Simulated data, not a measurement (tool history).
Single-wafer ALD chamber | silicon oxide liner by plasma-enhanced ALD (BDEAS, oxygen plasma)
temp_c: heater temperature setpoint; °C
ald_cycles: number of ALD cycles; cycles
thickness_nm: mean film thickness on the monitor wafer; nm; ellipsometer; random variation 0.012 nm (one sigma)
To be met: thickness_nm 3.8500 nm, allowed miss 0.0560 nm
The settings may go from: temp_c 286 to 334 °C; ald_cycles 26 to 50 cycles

| run | day | temp_c | ald_cycles | thickness_nm |
|---|---|---|---|---|
| 1 | 0.000 | 310 | 38 | 3.4764 |
| 2 | 0.279 | 319 | 38 | 3.4033 |
| 3 | 0.650 | 316 | 39 | 3.5279 |
| 4 | 0.792 | 314 | 39 | 3.5446 |
| 5 | 0.896 | 312 | 39 | 3.5549 |
| 6 | 1.175 | 310 | 39 | 3.5437 |
| 7 | 1.425 | 310 | 40 | 3.6423 |
| 8 | 1.450 | 309 | 40 | 3.6464 |
| 9 | 1.604 | 308 | 40 | 3.6622 |
| 10 | 1.708 | 307 | 40 | 3.6556 |
| 11 | 1.829 | 306 | 41 | 3.7462 |

Which of these 4 next moves meets every target?
| A | 1.950 | 310 | 40 | ? |
| B | 1.950 | 302 | 39 | ? |
| C | 1.950 | 306 | 40 | ? |
| D | 1.950 | 309 | 42 | ? |

| move | thickness_nm |
|---|---|
| A | 3.6646 |
| B | 3.6087 |
| C | 3.6829 |
| D | 3.8526 |
A: further off than the last run
B: further off than the last run
C: further off than the last run
D: meets every target
The right move is D.
